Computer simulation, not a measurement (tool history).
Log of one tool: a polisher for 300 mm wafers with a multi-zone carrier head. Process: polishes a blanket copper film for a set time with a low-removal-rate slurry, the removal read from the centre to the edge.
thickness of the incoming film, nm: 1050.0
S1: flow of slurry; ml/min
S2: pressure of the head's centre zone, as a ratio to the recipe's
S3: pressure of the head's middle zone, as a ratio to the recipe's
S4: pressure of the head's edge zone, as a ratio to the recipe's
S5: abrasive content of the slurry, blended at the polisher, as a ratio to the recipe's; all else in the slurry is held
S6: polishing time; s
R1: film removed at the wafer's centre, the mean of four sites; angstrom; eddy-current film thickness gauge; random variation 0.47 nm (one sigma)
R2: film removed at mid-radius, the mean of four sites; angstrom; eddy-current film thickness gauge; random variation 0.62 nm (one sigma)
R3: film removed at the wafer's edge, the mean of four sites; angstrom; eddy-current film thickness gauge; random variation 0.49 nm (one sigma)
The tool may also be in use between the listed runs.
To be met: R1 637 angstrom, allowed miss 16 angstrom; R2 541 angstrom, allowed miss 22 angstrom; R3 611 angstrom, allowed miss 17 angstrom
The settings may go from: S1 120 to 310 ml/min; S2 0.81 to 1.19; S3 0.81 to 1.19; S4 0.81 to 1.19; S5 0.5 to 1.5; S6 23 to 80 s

run	hour	S1	S2	S3	S4	S5	S6	R1	R2	R3
1	0	200	1	1	1	1	51	796.02	779.77	788.02
2	1.6	190	1	0.96	0.97	0.9	50	758.49	710.4	751.96
3	6.8	190	1	0.94	0.94	0.8	49	723.35	679.02	715.28
4	13.9	190	1	0.94	0.94	0.8	59	862.44	819.4	852.29
5	18.5	190	1.01	0.91	0.92	0.75	56	839.03	756.99	803.3
6	25.6	185	1.01	0.89	0.91	0.7	53	782.56	686.6	730.82
7	31.6	175	1	0.87	0.91	0.65	52	746.01	647.94	711.47
8	33.9	165	0.99	0.86	0.9	0.6	51	704.2	620.5	684.19
9	36.6	160	0.99	0.85	0.89	0.6	50	684.57	604.67	661.36
10	42.6	155	0.99	0.84	0.89	0.6	49	664.08	582.11	645.26

4 next moves are on the table. One of them brings every result within its allowed miss. Which?
A	48.6	175	0.96	0.81	0.91	0.55	48	?	?	?
B	48.6	170	0.96	0.83	0.89	0.55	46	?	?	?
C	48.6	120	0.98	0.81	0.94	0.6	49	?	?	?
D	48.6	175	0.98	0.81	0.84	0.55	47	?	?	?

move	R1	R2	R3
A	633.93	556.88	640.02
B	605.2	542.49	605.41
C	634.17	548.91	649.48
D	633.76	545.27	604.38
A: nearer than the last run, and not there yet
B: brings the result that was furthest off to its target, and leaves another outside
C: further off than the last run
D: meets every target
Answer: D
